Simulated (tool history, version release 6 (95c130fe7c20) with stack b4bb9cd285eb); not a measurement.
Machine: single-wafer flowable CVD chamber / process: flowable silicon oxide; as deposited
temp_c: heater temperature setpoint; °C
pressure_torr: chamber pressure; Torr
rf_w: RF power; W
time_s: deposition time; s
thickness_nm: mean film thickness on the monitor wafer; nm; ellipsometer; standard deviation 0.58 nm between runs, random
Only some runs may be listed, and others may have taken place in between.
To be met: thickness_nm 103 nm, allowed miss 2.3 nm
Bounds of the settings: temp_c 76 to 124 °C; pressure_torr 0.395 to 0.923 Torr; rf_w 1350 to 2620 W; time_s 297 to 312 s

run 1 day=0 | temp_c=100 pressure_torr=0.659 rf_w=1985 time_s=312 | thickness_nm=133.11
run 2 day=0.367 | temp_c=105 pressure_torr=0.659 rf_w=1985 time_s=312 | thickness_nm=114.72
run 3 day=0.504 | temp_c=106 pressure_torr=0.659 rf_w=1985 time_s=312 | thickness_nm=110.1
run 4 day=0.662 | temp_c=106 pressure_torr=0.659 rf_w=1985 time_s=312 | thickness_nm=109.65
run 5 day=0.9 | temp_c=106 pressure_torr=0.557 rf_w=1985 time_s=312 | thickness_nm=93.693
run 6 day=1.188 | temp_c=106 pressure_torr=0.557 rf_w=1985 time_s=312 | thickness_nm=94.618
run 7 day=1.412 | temp_c=105 pressure_torr=0.557 rf_w=1985 time_s=312 | thickness_nm=97.352
run 8 day=1.662 | temp_c=104 pressure_torr=0.557 rf_w=1985 time_s=312 | thickness_nm=100.46
run 9 day=1.767 | temp_c=104 pressure_torr=0.557 rf_w=1985 time_s=312 | thickness_nm=100.55

Exactly one of the 4 candidate moves below puts every result within its allowed miss. Which one?
run A day=1.871 | temp_c=102 pressure_torr=0.544 rf_w=1995 time_s=306 | thickness_nm=?
run B day=1.871 | temp_c=106 pressure_torr=0.597 rf_w=1910 time_s=306 | thickness_nm=?
run C day=1.871 | temp_c=109 pressure_torr=0.668 rf_w=1840 time_s=306 | thickness_nm=?
run D day=1.871 | temp_c=110 pressure_torr=0.665 rf_w=1900 time_s=312 | thickness_nm=?

move=A thickness_nm=102.36
move=B thickness_nm=98.291
move=C thickness_nm=99.27
move=D thickness_nm=98.809
A: in spec on every target
B: lands further from the targets than the last run did
C: lands further from the targets than the last run did
D: lands further from the targets than the last run did
A is the move that brings every result within its allowed miss.
